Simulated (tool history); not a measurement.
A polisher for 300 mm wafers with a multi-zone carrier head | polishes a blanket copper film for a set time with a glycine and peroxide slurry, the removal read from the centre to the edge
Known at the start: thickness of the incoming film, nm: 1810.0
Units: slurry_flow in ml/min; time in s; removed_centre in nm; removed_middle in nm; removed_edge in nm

run,day,slurry_flow,centre_zone,middle_zone,edge_zone,time,removed_centre,removed_middle,removed_edge
1,0.000,160,1.00,1.00,1.00,43,160.32,156.30,156.130
2,0.167,160,1.01,1.01,0.97,41,153.79,150.64,143.260
3,0.367,155,1.01,1.01,0.94,40,148.27,144.56,139.970
4,0.475,140,1.01,1.01,0.94,40,146.02,141.25,135.950
5,0.833,140,1.01,1.01,0.94,34,124.27,123.44,115.980
6,1.042,135,1.02,1.02,0.92,34,124.20,121.95,113.790
7,1.317,135,1.02,1.02,0.92,34,125.80,121.32,114.020
8,1.608,130,1.02,1.04,0.90,34,123.37,123.14,112.810
9,1.825,130,1.03,1.05,0.88,34,126.44,122.99,110.390
10,1.958,125,1.03,1.06,0.87,34,120.04,125.20,109.640
11,2.246,125,1.04,1.06,0.86,34,122.66,125.00,110.260

Run 12 comes next. What will it give?
12,2.492,120,1.11,1.10,0.81,32,?,?,?

Run 12 gave removed_centre 124.40 nm, removed_middle 118.63 nm, removed_edge 99.198 nm.

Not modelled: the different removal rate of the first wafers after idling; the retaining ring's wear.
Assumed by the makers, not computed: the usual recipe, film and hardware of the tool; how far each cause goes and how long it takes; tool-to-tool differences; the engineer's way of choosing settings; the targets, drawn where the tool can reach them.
